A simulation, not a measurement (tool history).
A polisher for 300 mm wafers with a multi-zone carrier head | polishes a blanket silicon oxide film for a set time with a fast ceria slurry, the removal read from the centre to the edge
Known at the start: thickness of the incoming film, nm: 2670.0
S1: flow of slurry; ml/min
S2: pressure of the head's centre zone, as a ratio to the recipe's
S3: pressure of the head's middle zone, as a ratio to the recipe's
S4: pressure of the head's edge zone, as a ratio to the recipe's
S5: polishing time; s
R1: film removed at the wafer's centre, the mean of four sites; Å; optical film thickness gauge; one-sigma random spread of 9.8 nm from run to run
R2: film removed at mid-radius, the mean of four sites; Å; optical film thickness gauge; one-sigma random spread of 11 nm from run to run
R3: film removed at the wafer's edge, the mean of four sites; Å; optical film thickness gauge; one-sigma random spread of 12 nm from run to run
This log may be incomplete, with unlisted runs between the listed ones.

run	hour	S1	S2	S3	S4	S5	R1	R2	R3
1	0	145	1	1	1	74	8057.7	7908.8	8363.3
2	8.9	145	0.95	1.04	1.02	75	7734.8	8430.3	8486
3	17.9	145	0.95	1.04	1.02	60	6253.8	6690.6	6627.8
4	21.9	150	0.92	1.06	1.06	65	6741	7659.6	7519.6
5	24.4	150	1	1.06	1.06	65	7303.6	7601.8	7519.8
6	26.5	160	0.95	1.07	1.1	67	7387.5	8047.7	7859.4
# hour 31.1: slurry nozzle cleaned
7	31.1	155	0.91	1.07	1.12	70	7643.7	8677.2	8644.5

Estimate the outcome of run 8 from the log above:
8	38.5	150	0.88	1.08	1.13	70	?	?	?

R1: 7368.8 Å
R2: 8724.6 Å
R3: 8455.3 Å

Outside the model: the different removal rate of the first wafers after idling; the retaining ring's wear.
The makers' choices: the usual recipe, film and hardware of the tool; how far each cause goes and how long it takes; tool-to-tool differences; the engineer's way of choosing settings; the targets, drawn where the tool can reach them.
